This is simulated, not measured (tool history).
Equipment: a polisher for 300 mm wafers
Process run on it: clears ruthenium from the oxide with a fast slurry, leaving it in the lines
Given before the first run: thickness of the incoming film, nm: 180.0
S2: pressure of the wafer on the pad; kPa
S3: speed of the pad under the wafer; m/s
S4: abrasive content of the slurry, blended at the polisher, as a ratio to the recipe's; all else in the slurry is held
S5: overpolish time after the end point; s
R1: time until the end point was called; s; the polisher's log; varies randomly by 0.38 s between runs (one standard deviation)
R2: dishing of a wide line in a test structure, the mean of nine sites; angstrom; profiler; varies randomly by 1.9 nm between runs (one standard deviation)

{"run": 1, "hour": 0.0, "flow of slurry (ml/min)": 250, "S2": 22.8, "S3": 1.0, "S4": 1.0, "S5": 22, "R1": 33.946, "R2": 770.37}
{"run": 2, "hour": 5.2, "flow of slurry (ml/min)": 280, "S2": 22.8, "S3": 1.0, "S4": 1.0, "S5": 22, "R1": 33.334, "R2": 763.79}
{"run": 3, "hour": 12.9, "flow of slurry (ml/min)": 280, "S2": 28.3, "S3": 1.0, "S4": 1.0, "S5": 22, "R1": 27.562, "R2": 883.36}
{"run": 4, "hour": 13.8, "flow of slurry (ml/min)": 280, "S2": 29.6, "S3": 1.02, "S4": 1.0, "S5": 21, "R1": 25.566, "R2": 943.05}
{"run": 5, "hour": 16.7, "flow of slurry (ml/min)": 280, "S2": 29.6, "S3": 1.02, "S4": 1.0, "S5": 16, "R1": 25.211, "R2": 733.21}
{"run": 6, "hour": 19.6, "flow of slurry (ml/min)": 280, "S2": 30.3, "S3": 1.02, "S4": 1.0, "S5": 16, "R1": 25.241, "R2": 752.64}
{"run": 7, "hour": 25.5, "flow of slurry (ml/min)": 280, "S2": 31.0, "S3": 1.04, "S4": 1.0, "S5": 16, "R1": 24.269, "R2": 770.06}
{"run": 8, "hour": 32.5, "flow of slurry (ml/min)": 280, "S2": 31.7, "S3": 1.06, "S4": 1.0, "S5": 16, "R1": 23.087, "R2": 796.5}

Run 9 comes next. What will it give?
{"run": 9, "hour": 37.7, "flow of slurry (ml/min)": 280, "S2": 32.4, "S3": 1.06, "S4": 1.0, "S5": 16, "R1": "?", "R2": "?"}

Run 9 came out at R1 21.928 s, R2 833.60 angstrom.
